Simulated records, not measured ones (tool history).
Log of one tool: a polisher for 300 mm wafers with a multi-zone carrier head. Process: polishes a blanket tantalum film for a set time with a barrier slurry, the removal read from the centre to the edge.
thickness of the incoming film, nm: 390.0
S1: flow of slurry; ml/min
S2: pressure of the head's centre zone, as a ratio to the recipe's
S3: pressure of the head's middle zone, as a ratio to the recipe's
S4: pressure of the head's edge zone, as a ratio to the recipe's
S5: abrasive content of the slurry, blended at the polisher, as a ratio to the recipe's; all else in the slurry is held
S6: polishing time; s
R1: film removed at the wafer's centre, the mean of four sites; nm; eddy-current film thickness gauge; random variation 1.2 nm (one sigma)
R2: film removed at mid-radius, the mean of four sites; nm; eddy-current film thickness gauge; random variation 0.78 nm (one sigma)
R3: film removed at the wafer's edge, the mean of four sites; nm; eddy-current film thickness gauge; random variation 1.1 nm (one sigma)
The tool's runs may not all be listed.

run	hour	S1	S2	S3	S4	S5	S6	R1	R2	R3
1	0.0	210	1.00	1.00	1.00	1.00	43	98.009	87.817	89.478
2	2.5	220	0.98	1.03	1.03	1.10	43	98.599	92.589	91.607
3	6.7	220	0.98	1.03	1.03	1.10	37	85.066	79.004	79.757
4	10.1	220	0.98	1.03	1.03	1.10	28	65.172	59.668	60.182
5	17.4	220	0.98	1.03	1.03	0.95	28	62.341	57.440	57.623
6	20.0	225	0.96	1.06	1.05	1.05	31	69.073	67.388	65.942
7	23.2	230	0.95	1.08	1.07	1.15	33	75.652	74.990	73.337

Forecast run 8:
# hour 25.3: centre zone pressure recalibrated
8	25.3	240	0.93	1.10	1.08	1.20	35	?	?	?

R1: 73.988 nm
R2: 82.369 nm
R3: 81.487 nm
